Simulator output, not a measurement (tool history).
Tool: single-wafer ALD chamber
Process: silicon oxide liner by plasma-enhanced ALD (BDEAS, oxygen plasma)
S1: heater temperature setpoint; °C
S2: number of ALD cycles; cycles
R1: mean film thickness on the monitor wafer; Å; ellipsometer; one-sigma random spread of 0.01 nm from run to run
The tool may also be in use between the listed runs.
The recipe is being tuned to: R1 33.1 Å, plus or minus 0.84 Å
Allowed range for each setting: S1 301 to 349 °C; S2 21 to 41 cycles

run 1 hour=0 | S1=325 S2=31 | R1=28.228
run 2 hour=1.1 | S1=330 S2=31 | R1=28.049
run 3 hour=7.6 | S1=329 S2=33 | R1=30.021
run 4 hour=8.1 | S1=329 S2=31 | R1=27.955
run 5 hour=9.2 | S1=328 S2=32 | R1=28.921
run 6 hour=11.5 | S1=328 S2=33 | R1=30.095
run 7 hour=14.7 | S1=328 S2=34 | R1=30.836
run 8 hour=21.3 | S1=328 S2=35 | R1=31.62

Next run, 4 choices. One meets every target within its allowed miss, the rest don't. Which?
run A hour=27.9 | S1=340 S2=34 | R1=?
run B hour=27.9 | S1=328 S2=33 | R1=?
run C hour=27.9 | S1=336 S2=32 | R1=?
run D hour=27.9 | S1=316 S2=36 | R1=?

move=A R1=30.166
move=B R1=29.874
move=C R1=28.584
move=D R1=33.238
A: the biggest miss grows against the last run
B: the biggest miss grows against the last run
C: the biggest miss grows against the last run
D: all results land within tolerance of their targets
D is the move that brings every result within its allowed miss.
